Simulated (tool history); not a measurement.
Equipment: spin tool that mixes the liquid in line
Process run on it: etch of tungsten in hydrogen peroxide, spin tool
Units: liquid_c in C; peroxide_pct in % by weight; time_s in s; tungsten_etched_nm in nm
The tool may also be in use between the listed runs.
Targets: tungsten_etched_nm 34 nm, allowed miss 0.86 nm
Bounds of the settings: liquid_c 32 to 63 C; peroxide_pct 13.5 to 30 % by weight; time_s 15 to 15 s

run 1 hour=0 | liquid_c=47 peroxide_pct=25.5 time_s=15 | tungsten_etched_nm=43.361
run 2 hour=5.9 | liquid_c=46.5 peroxide_pct=25.5 time_s=15 | tungsten_etched_nm=42.404
run 3 hour=12.8 | liquid_c=46 peroxide_pct=25.5 time_s=15 | tungsten_etched_nm=40.883
run 4 hour=16.7 | liquid_c=46 peroxide_pct=25.5 time_s=15 | tungsten_etched_nm=41.231
run 5 hour=25.5 | liquid_c=50 peroxide_pct=25.5 time_s=15 | tungsten_etched_nm=52.443
run 6 hour=31.9 | liquid_c=49.5 peroxide_pct=25.5 time_s=15 | tungsten_etched_nm=51.134
run 7 hour=35.8 | liquid_c=49 peroxide_pct=25.5 time_s=15 | tungsten_etched_nm=49.455
run 8 hour=44.1 | liquid_c=48.5 peroxide_pct=25.5 time_s=15 | tungsten_etched_nm=47.912
run 9 hour=47.8 | liquid_c=48 peroxide_pct=25.5 time_s=15 | tungsten_etched_nm=46.487
run 10 hour=50 | liquid_c=47.5 peroxide_pct=25.5 time_s=15 | tungsten_etched_nm=45.032
run 11 hour=55.8 | liquid_c=47 peroxide_pct=25.5 time_s=15 | tungsten_etched_nm=43.524
run 12 hour=56.6 | liquid_c=46.5 peroxide_pct=25.5 time_s=15 | tungsten_etched_nm=42.152
run 13 hour=58.5 | liquid_c=42.5 peroxide_pct=25.5 time_s=15 | tungsten_etched_nm=32.785

Exercise: of the 5 proposed moves below, exactly one satisfies all targets within the stated allowed misses. Which move is it?
run A hour=60.4 | liquid_c=43 peroxide_pct=22.5 time_s=15 | tungsten_etched_nm=?
run B hour=60.4 | liquid_c=42 peroxide_pct=25.5 time_s=15 | tungsten_etched_nm=?
run C hour=60.4 | liquid_c=43 peroxide_pct=23.5 time_s=15 | tungsten_etched_nm=?
run D hour=60.4 | liquid_c=41.5 peroxide_pct=26.5 time_s=15 | tungsten_etched_nm=?
run E hour=60.4 | liquid_c=43.5 peroxide_pct=24.5 time_s=15 | tungsten_etched_nm=?

move=A tungsten_etched_nm=31.708
move=B tungsten_etched_nm=31.662
move=C tungsten_etched_nm=32.405
move=D tungsten_etched_nm=31.254
move=E tungsten_etched_nm=34.159
A: lands further from the targets than the last run did
B: lands further from the targets than the last run did
C: lands further from the targets than the last run did
D: lands further from the targets than the last run did
E: all results land within tolerance of their targets
The move that meets every target is E.
